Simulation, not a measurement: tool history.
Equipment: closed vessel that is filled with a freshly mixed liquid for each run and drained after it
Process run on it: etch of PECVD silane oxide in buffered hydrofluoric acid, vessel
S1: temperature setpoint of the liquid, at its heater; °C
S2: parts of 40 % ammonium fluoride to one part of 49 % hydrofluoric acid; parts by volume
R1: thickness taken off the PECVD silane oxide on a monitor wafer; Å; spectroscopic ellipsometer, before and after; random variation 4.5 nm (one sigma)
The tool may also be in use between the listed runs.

Run 1, hour 0: S1 24 °C, S2 14.5 parts by volume, time in the liquid (s) 85. Result: R1 1947.3 Å.
Run 2, hour 1.9: S1 25.5 °C, S2 13 parts by volume, time in the liquid (s) 85. Result: R1 2351.5 Å.
Run 3, hour 7.8: S1 25.5 °C, S2 13 parts by volume, time in the liquid (s) 90. Result: R1 2449.1 Å.
Run 4, hour 15.3: S1 26.5 °C, S2 11.5 parts by volume, time in the liquid (s) 90. Result: R1 2952.6 Å.
Run 5, hour 19.9: S1 27.5 °C, S2 11 parts by volume, time in the liquid (s) 90. Result: R1 3222.3 Å.
Run 6, hour 26: S1 27.5 °C, S2 11 parts by volume, time in the liquid (s) 85. Result: R1 3081.7 Å.
Run 7, hour 34.9: S1 28.5 °C, S2 10.5 parts by volume, time in the liquid (s) 85. Result: R1 3346.7 Å.

Forecast run 8:
Run 8, hour 41.8: S1 29 °C, S2 10 parts by volume, time in the liquid (s) 85. Result: R1 ?.

R1: 3607 Å

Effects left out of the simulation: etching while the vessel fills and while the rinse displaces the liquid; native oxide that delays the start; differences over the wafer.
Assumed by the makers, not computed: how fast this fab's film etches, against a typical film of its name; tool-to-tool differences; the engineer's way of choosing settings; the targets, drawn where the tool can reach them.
